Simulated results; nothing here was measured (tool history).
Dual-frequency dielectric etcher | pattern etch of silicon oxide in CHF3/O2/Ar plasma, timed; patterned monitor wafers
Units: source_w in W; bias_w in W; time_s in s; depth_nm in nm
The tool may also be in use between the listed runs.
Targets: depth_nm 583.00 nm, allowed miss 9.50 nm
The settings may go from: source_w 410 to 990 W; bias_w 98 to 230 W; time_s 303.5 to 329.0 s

| run | day | source_w | bias_w | time_s | depth_nm |
|---|---|---|---|---|---|
| 1 | 0.000 | 700 | 164 | 329.0 | 672.96 |
| 2 | 0.079 | 660 | 163 | 329.0 | 660.63 |
| 3 | 0.425 | 620 | 161 | 329.0 | 646.49 |
| 4 | 0.629 | 540 | 161 | 329.0 | 618.40 |
| 5 | 0.992 | 540 | 161 | 303.5 | 567.34 |
| 6 | 1.212 | 540 | 161 | 329.0 | 618.90 |
| 7 | 1.371 | 430 | 157 | 328.5 | 564.46 |
| 8 | 1.729 | 440 | 157 | 328.5 | 572.86 |

Which of these 4 next moves meets every target?
| A | 2.088 | 530 | 143 | 311.5 | ? |
| B | 2.088 | 570 | 132 | 313.5 | ? |
| C | 2.088 | 510 | 164 | 315.0 | ? |
| D | 2.088 | 550 | 128 | 322.5 | ? |

| move | depth_nm |
|---|---|
| A | 557.12 |
| B | 558.47 |
| C | 584.09 |
| D | 561.82 |
A: further off than the last run
B: further off than the last run
C: meets every target
D: further off than the last run
Move C is the one to make.
